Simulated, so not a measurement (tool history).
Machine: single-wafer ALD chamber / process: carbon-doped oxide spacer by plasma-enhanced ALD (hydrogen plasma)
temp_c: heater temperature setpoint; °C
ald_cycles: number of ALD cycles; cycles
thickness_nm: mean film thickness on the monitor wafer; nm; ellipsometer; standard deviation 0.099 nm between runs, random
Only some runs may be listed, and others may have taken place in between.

| run | hour | temp_c | ald_cycles | thickness_nm |
|---|---|---|---|---|
| 1 | 0.0 | 385 | 537 | 26.263 |
| 2 | 3.9 | 389 | 537 | 26.286 |
| 3 | 9.7 | 399 | 537 | 26.397 |
| 4 | 15.0 | 399 | 589 | 29.071 |
| 5 | 23.8 | 399 | 540 | 26.506 |
| 6 | 27.6 | 389 | 540 | 26.573 |
| 7 | 31.7 | 389 | 505 | 24.792 |
| 8 | 35.7 | 389 | 482 | 23.700 |

For run 9, what comes out?
| 9 | 44.4 | 389 | 466 | ? |

{"run 9": {"thickness_nm": 23.072}}

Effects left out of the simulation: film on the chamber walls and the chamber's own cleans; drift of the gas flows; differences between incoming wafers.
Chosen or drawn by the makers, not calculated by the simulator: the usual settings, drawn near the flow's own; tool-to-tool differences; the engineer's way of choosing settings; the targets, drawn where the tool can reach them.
